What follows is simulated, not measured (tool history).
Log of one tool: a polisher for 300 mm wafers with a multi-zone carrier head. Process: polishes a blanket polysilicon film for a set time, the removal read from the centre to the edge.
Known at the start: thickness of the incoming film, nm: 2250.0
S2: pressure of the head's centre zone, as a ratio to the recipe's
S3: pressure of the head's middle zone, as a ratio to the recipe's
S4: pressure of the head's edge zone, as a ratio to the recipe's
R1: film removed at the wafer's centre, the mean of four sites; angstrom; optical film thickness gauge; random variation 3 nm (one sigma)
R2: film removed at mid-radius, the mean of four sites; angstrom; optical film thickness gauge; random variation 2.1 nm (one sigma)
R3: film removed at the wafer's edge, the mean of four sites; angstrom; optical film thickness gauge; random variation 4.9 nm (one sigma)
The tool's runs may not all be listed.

run 1 hour=0 | flow_of_slurry_(ml/min)=285 S2=1 S3=1 S4=1 polishing_time_(s)=69 | R1=6476.3 R2=6366.4 R3=6484.4
run 2 hour=5.7 | flow_of_slurry_(ml/min)=280 S2=1.01 S3=0.96 S4=0.97 polishing_time_(s)=62 | R1=5775.8 R2=5509.5 R3=5628.7
run 3 hour=8.1 | flow_of_slurry_(ml/min)=275 S2=1.03 S3=0.93 S4=0.97 polishing_time_(s)=57 | R1=5565.5 R2=4902.5 R3=5236.7
run 4 hour=14.8 | flow_of_slurry_(ml/min)=275 S2=1.03 S3=0.96 S4=0.97 polishing_time_(s)=57 | R1=5443.4 R2=5086.9 R3=5250
run 5 hour=19.9 | flow_of_slurry_(ml/min)=275 S2=1.03 S3=0.96 S4=0.88 polishing_time_(s)=57 | R1=5488.7 R2=5051.3 R3=5171.6
run 6 hour=23.1 | flow_of_slurry_(ml/min)=275 S2=1.1 S3=0.96 S4=0.88 polishing_time_(s)=57 | R1=5858.6 R2=5045.4 R3=4977.7
run 7 hour=27.2 | flow_of_slurry_(ml/min)=270 S2=1.09 S3=0.94 S4=0.87 polishing_time_(s)=53 | R1=5422.5 R2=4548.6 R3=4588
run 8 hour=34.6 | flow_of_slurry_(ml/min)=260 S2=1.08 S3=0.92 S4=0.86 polishing_time_(s)=51 | R1=5096.6 R2=4306.1 R3=4489.6
run 9 hour=43.2 | flow_of_slurry_(ml/min)=255 S2=1.08 S3=0.91 S4=0.85 polishing_time_(s)=49 | R1=4872.8 R2=4085.4 R3=4315.4
run 10 hour=50 | flow_of_slurry_(ml/min)=250 S2=1.08 S3=0.9 S4=0.84 polishing_time_(s)=47 | R1=4715.1 R2=3847.9 R3=4003.9

The next listed run, before its measurement:
run 11 hour=51.6 | flow_of_slurry_(ml/min)=240 S2=1.07 S3=0.89 S4=0.83 polishing_time_(s)=47 | R1=? R2=? R3=?

Run 11 gave R1 4599.3 angstrom, R2 3836.2 angstrom, R3 3992 angstrom.
